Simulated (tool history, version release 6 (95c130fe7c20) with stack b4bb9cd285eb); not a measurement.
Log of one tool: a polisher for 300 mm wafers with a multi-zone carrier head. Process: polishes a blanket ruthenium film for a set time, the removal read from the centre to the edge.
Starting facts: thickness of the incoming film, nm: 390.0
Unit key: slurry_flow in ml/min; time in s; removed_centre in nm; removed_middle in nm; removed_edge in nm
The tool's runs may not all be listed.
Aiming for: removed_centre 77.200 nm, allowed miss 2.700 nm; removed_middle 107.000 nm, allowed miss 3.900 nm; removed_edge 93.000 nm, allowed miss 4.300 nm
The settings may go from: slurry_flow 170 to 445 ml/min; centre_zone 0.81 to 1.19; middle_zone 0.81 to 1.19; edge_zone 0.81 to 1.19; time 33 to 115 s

{"run": 1, "hour": 0.0, "slurry_flow": 285, "centre_zone": 1.0, "middle_zone": 1.0, "edge_zone": 1.0, "time": 73, "removed_centre": 72.159, "removed_middle": 75.279, "removed_edge": 74.948}
{"run": 2, "hour": 1.3, "slurry_flow": 285, "centre_zone": 1.0, "middle_zone": 1.0, "edge_zone": 1.0, "time": 66, "removed_centre": 65.796, "removed_middle": 67.137, "removed_edge": 67.318}
{"run": 3, "hour": 3.7, "slurry_flow": 290, "centre_zone": 0.98, "middle_zone": 1.03, "edge_zone": 1.01, "time": 70, "removed_centre": 68.204, "removed_middle": 73.615, "removed_edge": 70.472}
{"run": 4, "hour": 7.3, "slurry_flow": 285, "centre_zone": 0.95, "middle_zone": 1.04, "edge_zone": 1.02, "time": 74, "removed_centre": 69.709, "removed_middle": 76.867, "removed_edge": 75.533}
{"run": 5, "hour": 9.0, "slurry_flow": 290, "centre_zone": 0.92, "middle_zone": 1.07, "edge_zone": 1.02, "time": 77, "removed_centre": 71.466, "removed_middle": 83.837, "removed_edge": 79.894}
{"run": 6, "hour": 9.6, "slurry_flow": 295, "centre_zone": 0.91, "middle_zone": 1.09, "edge_zone": 1.03, "time": 79, "removed_centre": 72.755, "removed_middle": 87.723, "removed_edge": 79.643}
{"run": 7, "hour": 15.9, "slurry_flow": 290, "centre_zone": 0.89, "middle_zone": 1.1, "edge_zone": 1.03, "time": 81, "removed_centre": 70.911, "removed_middle": 89.384, "removed_edge": 83.142}
{"hour": 22.9, "done": "slurry nozzle cleaned"}
{"run": 8, "hour": 22.9, "slurry_flow": 295, "centre_zone": 0.88, "middle_zone": 1.11, "edge_zone": 1.04, "time": 83, "removed_centre": 76.326, "removed_middle": 97.576, "removed_edge": 85.999}
{"run": 9, "hour": 24.5, "slurry_flow": 295, "centre_zone": 0.87, "middle_zone": 1.11, "edge_zone": 1.06, "time": 83, "removed_centre": 75.741, "removed_middle": 95.657, "removed_edge": 85.582}

5 next moves are on the table. One of them brings every result within its allowed miss. Which?
{"run": "A", "hour": 26.1, "slurry_flow": 275, "centre_zone": 0.85, "middle_zone": 1.17, "edge_zone": 1.09, "time": 88, "removed_centre": "?", "removed_middle": "?", "removed_edge": "?"}
{"run": "B", "hour": 26.1, "slurry_flow": 315, "centre_zone": 0.85, "middle_zone": 1.06, "edge_zone": 1.19, "time": 95, "removed_centre": "?", "removed_middle": "?", "removed_edge": "?"}
{"run": "C", "hour": 26.1, "slurry_flow": 315, "centre_zone": 1.03, "middle_zone": 0.98, "edge_zone": 1.17, "time": 73, "removed_centre": "?", "removed_middle": "?", "removed_edge": "?"}
{"run": "D", "hour": 26.1, "slurry_flow": 285, "centre_zone": 0.85, "middle_zone": 1.09, "edge_zone": 1.08, "time": 88, "removed_centre": "?", "removed_middle": "?", "removed_edge": "?"}
{"run": "E", "hour": 26.1, "slurry_flow": 370, "centre_zone": 1.01, "middle_zone": 1.19, "edge_zone": 1.12, "time": 76, "removed_centre": "?", "removed_middle": "?", "removed_edge": "?"}

move=A removed_centre=77.587 removed_middle=107.350 removed_edge=91.534
move=B removed_centre=85.074 removed_middle=108.050 removed_edge=103.470
move=C removed_centre=79.297 removed_middle=77.619 removed_edge=79.075
move=D removed_centre=77.898 removed_middle=101.430 removed_edge=91.610
move=E removed_centre=82.391 removed_middle=96.815 removed_edge=81.668
A: hits every target within its allowed miss
B: the worst result of the last run now meets its target, but another is out of spec
C: lands further from the targets than the last run did
D: gains on the last run, yet a result remains outside its allowed miss
E: gains on the last run, yet a result remains outside its allowed miss
Go with A: it meets all targets.
